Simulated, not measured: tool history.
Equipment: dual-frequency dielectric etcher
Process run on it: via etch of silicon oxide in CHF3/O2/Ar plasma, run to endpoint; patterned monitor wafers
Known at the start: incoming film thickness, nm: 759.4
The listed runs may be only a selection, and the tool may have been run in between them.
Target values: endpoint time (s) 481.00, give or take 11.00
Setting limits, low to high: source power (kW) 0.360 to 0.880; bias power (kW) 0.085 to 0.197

run	day	source power (kW)	bias power (kW)	endpoint time (s)
1	0.000	0.620	0.141	438.90
2	0.054	0.620	0.166	424.24
3	0.171	0.690	0.166	406.26
4	0.212	0.780	0.166	393.11
5	0.338	0.720	0.159	409.96
6	0.533	0.720	0.175	395.92
7	0.775	0.660	0.168	411.13
8	0.912	0.610	0.162	429.94
9	1.283	0.580	0.159	438.81
10	1.625	0.580	0.159	436.14
11	1.912	0.550	0.156	442.34
12	2.138	0.520	0.153	461.52
# day 2.446: wet clean of the chamber
13	2.446	0.520	0.153	446.37
14	2.554	0.500	0.149	459.85
15	2.900	0.490	0.148	458.83
16	3.246	0.470	0.146	467.48

Of the 5 settings listed for the next run, only one would bring every result within its allowed miss of target. Which one?
A	3.592	0.540	0.141	?
B	3.592	0.390	0.158	?
C	3.592	0.470	0.164	?
D	3.592	0.540	0.153	?
E	3.592	0.510	0.146	?

move	endpoint time (s)
A	455.45
B	485.31
C	453.69
D	444.20
E	458.79
A: moves away from the targets compared with the last run
B: every result lands within tolerance
C: moves away from the targets compared with the last run
D: moves away from the targets compared with the last run
E: moves away from the targets compared with the last run
The right move is B.
